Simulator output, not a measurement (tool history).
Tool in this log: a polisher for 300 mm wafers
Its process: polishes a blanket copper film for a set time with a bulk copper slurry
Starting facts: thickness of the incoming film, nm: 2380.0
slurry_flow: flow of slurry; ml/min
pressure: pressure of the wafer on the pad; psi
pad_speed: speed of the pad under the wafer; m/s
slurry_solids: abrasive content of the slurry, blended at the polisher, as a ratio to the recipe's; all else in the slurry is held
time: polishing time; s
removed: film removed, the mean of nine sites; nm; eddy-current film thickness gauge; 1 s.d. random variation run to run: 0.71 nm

run 1 day=0 | slurry_flow=180 pressure=2.5 pad_speed=0.98 slurry_solids=1 time=17 | removed=129.24
run 2 day=0.088 | slurry_flow=180 pressure=2.5 pad_speed=0.98 slurry_solids=1.1 time=17 | removed=131.22
run 3 day=0.208 | slurry_flow=220 pressure=2.5 pad_speed=0.98 slurry_solids=1.1 time=17 | removed=130.83
run 4 day=0.475 | slurry_flow=220 pressure=2.5 pad_speed=0.98 slurry_solids=1.1 time=15 | removed=117.47
run 5 day=0.85 | slurry_flow=220 pressure=2.5 pad_speed=0.98 slurry_solids=1 time=15 | removed=112.67
run 6 day=1.012 | slurry_flow=245 pressure=2.5 pad_speed=0.98 slurry_solids=1 time=15 | removed=118.02
-- day=1.117 slurry blender recalibrated
run 7 day=1.117 | slurry_flow=195 pressure=1.8 pad_speed=0.82 slurry_solids=1 time=15 | removed=77.205
run 8 day=1.446 | slurry_flow=195 pressure=1.6 pad_speed=0.8 slurry_solids=1 time=15 | removed=68.221

Run 9 comes next. What will it give?
run 9 day=1.546 | slurry_flow=195 pressure=1.5 pad_speed=0.8 slurry_solids=1 time=15 | removed=?

{"run 9": {"removed": 63.099}}

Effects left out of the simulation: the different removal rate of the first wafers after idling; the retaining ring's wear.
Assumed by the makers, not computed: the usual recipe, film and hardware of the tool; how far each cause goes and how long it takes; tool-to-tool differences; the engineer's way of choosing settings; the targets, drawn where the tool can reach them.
